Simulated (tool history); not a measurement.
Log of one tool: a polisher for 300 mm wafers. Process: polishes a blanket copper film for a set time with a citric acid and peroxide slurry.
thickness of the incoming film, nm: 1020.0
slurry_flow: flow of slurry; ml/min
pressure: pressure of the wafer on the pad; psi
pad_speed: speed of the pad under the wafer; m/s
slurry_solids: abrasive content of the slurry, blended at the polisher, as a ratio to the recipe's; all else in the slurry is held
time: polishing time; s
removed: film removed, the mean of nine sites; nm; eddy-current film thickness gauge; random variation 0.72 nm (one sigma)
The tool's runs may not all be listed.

{"run": 1, "hour": 0.0, "slurry_flow": 155, "pressure": 3.1, "pad_speed": 1.18, "slurry_solids": 1.0, "time": 19, "removed": 41.414}
{"run": 2, "hour": 3.6, "slurry_flow": 155, "pressure": 3.1, "pad_speed": 1.18, "slurry_solids": 1.0, "time": 19, "removed": 40.818}
{"run": 3, "hour": 9.9, "slurry_flow": 160, "pressure": 3.6, "pad_speed": 1.18, "slurry_solids": 1.0, "time": 19, "removed": 47.415}
{"run": 4, "hour": 15.2, "slurry_flow": 160, "pressure": 3.6, "pad_speed": 1.18, "slurry_solids": 1.0, "time": 19, "removed": 47.267}
{"run": 5, "hour": 19.5, "slurry_flow": 165, "pressure": 4.0, "pad_speed": 1.2, "slurry_solids": 1.0, "time": 19, "removed": 53.064}
{"run": 6, "hour": 28.5, "slurry_flow": 165, "pressure": 4.0, "pad_speed": 1.2, "slurry_solids": 1.15, "time": 19, "removed": 55.073}
{"run": 7, "hour": 32.8, "slurry_flow": 165, "pressure": 4.3, "pad_speed": 1.2, "slurry_solids": 1.15, "time": 19, "removed": 58.306}
{"run": 8, "hour": 37.8, "slurry_flow": 170, "pressure": 4.5, "pad_speed": 1.2, "slurry_solids": 1.15, "time": 19, "removed": 60.684}
{"run": 9, "hour": 42.2, "slurry_flow": 170, "pressure": 4.6, "pad_speed": 1.22, "slurry_solids": 1.15, "time": 19, "removed": 62.804}
{"run": 10, "hour": 45.7, "slurry_flow": 170, "pressure": 4.7, "pad_speed": 1.24, "slurry_solids": 1.15, "time": 19, "removed": 63.563}
{"run": 11, "hour": 48.4, "slurry_flow": 175, "pressure": 4.8, "pad_speed": 1.26, "slurry_solids": 1.15, "time": 19, "removed": 68.255}

The next listed run, before its measurement:
{"run": 12, "hour": 53.2, "slurry_flow": 175, "pressure": 4.8, "pad_speed": 1.26, "slurry_solids": 1.15, "time": 19, "removed": "?"}

Run 12 gave removed 67.397 nm.

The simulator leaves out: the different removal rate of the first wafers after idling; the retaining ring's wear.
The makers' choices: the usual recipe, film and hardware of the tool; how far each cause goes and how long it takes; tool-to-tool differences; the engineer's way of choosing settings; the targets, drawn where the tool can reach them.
